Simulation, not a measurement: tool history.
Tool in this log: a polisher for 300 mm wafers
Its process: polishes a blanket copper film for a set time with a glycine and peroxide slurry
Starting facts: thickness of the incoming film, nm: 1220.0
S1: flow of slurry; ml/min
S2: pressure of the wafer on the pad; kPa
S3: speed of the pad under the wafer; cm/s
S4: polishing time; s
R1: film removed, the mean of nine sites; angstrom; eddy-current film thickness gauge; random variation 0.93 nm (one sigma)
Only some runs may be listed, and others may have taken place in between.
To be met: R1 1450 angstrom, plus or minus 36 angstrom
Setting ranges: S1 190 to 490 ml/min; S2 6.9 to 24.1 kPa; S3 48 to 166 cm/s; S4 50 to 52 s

{"run": 1, "day": 0.0, "S1": 315, "S2": 15.2, "S3": 106, "S4": 50, "R1": 2185.1}
{"run": 2, "day": 0.075, "S1": 315, "S2": 15.2, "S3": 80, "S4": 50, "R1": 1830.9}
{"run": 3, "day": 0.392, "S1": 365, "S2": 15.2, "S3": 80, "S4": 50, "R1": 1835.1}
{"run": 4, "day": 0.558, "S1": 365, "S2": 15.2, "S3": 66, "S4": 50, "R1": 1677.9}
{"run": 5, "day": 0.783, "S1": 365, "S2": 13.1, "S3": 66, "S4": 50, "R1": 1489.7}
{"run": 6, "day": 1.088, "S1": 365, "S2": 13.1, "S3": 92, "S4": 50, "R1": 1795.4}
{"run": 7, "day": 1.338, "S1": 365, "S2": 12.4, "S3": 92, "S4": 50, "R1": 1716.3}
{"run": 8, "day": 1.583, "S1": 365, "S2": 11.7, "S3": 92, "S4": 50, "R1": 1643.2}
{"run": 9, "day": 1.817, "S1": 365, "S2": 10.3, "S3": 92, "S4": 50, "R1": 1519.8}
{"run": 10, "day": 1.912, "S1": 365, "S2": 10.3, "S3": 92, "S4": 50, "R1": 1489.6}
{"run": 11, "day": 2.196, "S1": 355, "S2": 10.3, "S3": 92, "S4": 50, "R1": 1511.1}

Pick the move, out of 4, that brings all results within their allowed miss; only one does.
{"run": "A", "day": 2.479, "S1": 285, "S2": 8.3, "S3": 110, "S4": 52, "R1": "?"}
{"run": "B", "day": 2.479, "S1": 305, "S2": 9, "S3": 112, "S4": 50, "R1": "?"}
{"run": "C", "day": 2.479, "S1": 360, "S2": 8.3, "S3": 100, "S4": 50, "R1": "?"}
{"run": "D", "day": 2.479, "S1": 360, "S2": 9, "S3": 90, "S4": 50, "R1": "?"}

move=A R1=1450.2
move=B R1=1498.1
move=C R1=1347.4
move=D R1=1344.1
A: in spec on every target
B: closes in on the targets versus the last run, not all within tolerance yet
C: takes the biggest miss from the last run beyond its target
D: takes the biggest miss from the last run beyond its target
Go with A: it meets all targets.
